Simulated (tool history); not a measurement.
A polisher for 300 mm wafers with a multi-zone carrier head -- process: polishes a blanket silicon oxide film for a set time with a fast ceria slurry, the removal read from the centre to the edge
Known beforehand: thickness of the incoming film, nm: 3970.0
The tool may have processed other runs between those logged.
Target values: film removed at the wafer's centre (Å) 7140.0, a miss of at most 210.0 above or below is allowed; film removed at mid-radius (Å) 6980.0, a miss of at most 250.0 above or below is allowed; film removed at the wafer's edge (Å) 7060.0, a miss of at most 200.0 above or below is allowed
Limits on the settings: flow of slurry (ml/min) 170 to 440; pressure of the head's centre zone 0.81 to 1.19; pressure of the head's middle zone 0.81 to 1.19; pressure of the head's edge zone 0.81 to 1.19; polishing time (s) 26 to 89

run  hour  flow of slurry (ml/min)  pressure of the head's centre zone  pressure of the head's middle zone  pressure of the head's edge zone  polishing time (s)  film removed at the wafer's centre (Å)  film removed at mid-radius (Å)  film removed at the wafer's edge (Å)
  1   0.0                      280                                1.00                                1.00                              1.00                  57                                  9364.6                          8690.9                                8623.2
  2   3.6                      280                                1.00                                1.00                              0.97                  57                                  9233.5                          8907.2                                8478.9
  3   6.9                      275                                0.99                                0.97                              0.96                  56                                  9102.5                          8354.9                                8298.2
  4   9.7                      275                                0.92                                0.97                              0.96                  56                                  8549.3                          8383.3                                8237.9
  5  18.0                      225                                0.92                                0.97                              0.96                  56                                  8362.0                          8201.4                                8041.4
  6  23.6                      220                                0.90                                0.96                              0.95                  55                                  8049.9                          8045.6                                7834.1
  7  29.7                      215                                0.89                                0.94                              0.94                  54                                  7774.4                          7708.0                                7625.5
  8  38.5                      210                                0.88                                0.93                              0.93                  54                                  7668.0                          7507.4                                7656.8
  9  45.5                      205                                0.88                                0.93                              0.92                  54                                  7582.8                          7493.5                                7555.7
 10  47.6                      200                                0.88                                0.93                              0.91                  54                                  7552.8                          7509.2                                7345.8

Exactly one of the 4 candidate moves below puts every result within its allowed miss. Which one?
  A  49.7                      170                                0.87                                0.90                              0.85                  53                                       ?                               ?                                     ?
  B  49.7                      265                                0.92                                1.03                              0.88                  52                                       ?                               ?                                     ?
  C  49.7                      235                                0.88                                0.85                              0.97                  54                                       ?                               ?                                     ?
  D  49.7                      170                                0.90                                0.91                              0.82                  58                                       ?                               ?                                     ?

move  film removed at the wafer's centre (Å)  film removed at mid-radius (Å)  film removed at the wafer's edge (Å)
   A                                  7061.8                          6992.3                                6954.5
   B                                  7867.2                          8078.2                                7295.8
   C                                  7730.7                          7251.1                                7849.7
   D                                  7947.5                          7708.0                                7489.7
A: every result within its allowed miss
B: lands further from the targets than the last run did
C: lands further from the targets than the last run did
D: lands further from the targets than the last run did
Answer: A
